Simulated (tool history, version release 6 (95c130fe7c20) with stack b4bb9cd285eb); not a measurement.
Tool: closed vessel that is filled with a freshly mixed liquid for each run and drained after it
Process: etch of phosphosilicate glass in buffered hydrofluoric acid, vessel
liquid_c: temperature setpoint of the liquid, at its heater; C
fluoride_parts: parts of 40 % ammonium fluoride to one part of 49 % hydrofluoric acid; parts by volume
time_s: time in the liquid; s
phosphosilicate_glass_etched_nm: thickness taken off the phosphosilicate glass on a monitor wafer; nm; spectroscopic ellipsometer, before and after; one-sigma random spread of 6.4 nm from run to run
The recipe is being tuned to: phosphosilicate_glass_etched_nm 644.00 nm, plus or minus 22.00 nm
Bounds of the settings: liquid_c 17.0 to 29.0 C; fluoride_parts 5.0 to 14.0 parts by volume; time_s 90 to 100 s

run,hour,liquid_c,fluoride_parts,time_s,phosphosilicate_glass_etched_nm
1,0.0,21.0,8.5,90,882.40
2,5.4,21.0,8.5,100,986.44
3,12.9,24.0,8.5,100,1170.50
4,20.4,24.0,8.5,100,1171.20
5,23.1,22.0,9.0,100,969.53
6,26.8,22.0,7.5,100,1183.10
7,28.3,20.5,8.5,100,957.20
8,31.2,19.5,9.0,100,870.01
9,38.0,18.5,9.5,100,792.31
10,45.6,18.0,10.0,100,731.17
11,54.3,17.5,10.0,100,705.38

Which single option among these 5 for the next run brings every result within its allowed miss of target? Just one does.
A,63.0,17.0,9.0,100,?
B,63.0,18.5,10.0,100,?
C,63.0,19.0,11.0,90,?
D,63.0,18.0,9.5,95,?
E,63.0,18.5,9.5,95,?

move,phosphosilicate_glass_etched_nm
A,732.41
B,746.35
C,629.66
D,711.90
E,732.35
A: further off than the last run
B: further off than the last run
C: every result within its allowed miss
D: further off than the last run
E: further off than the last run
C is the move that brings every result within its allowed miss.
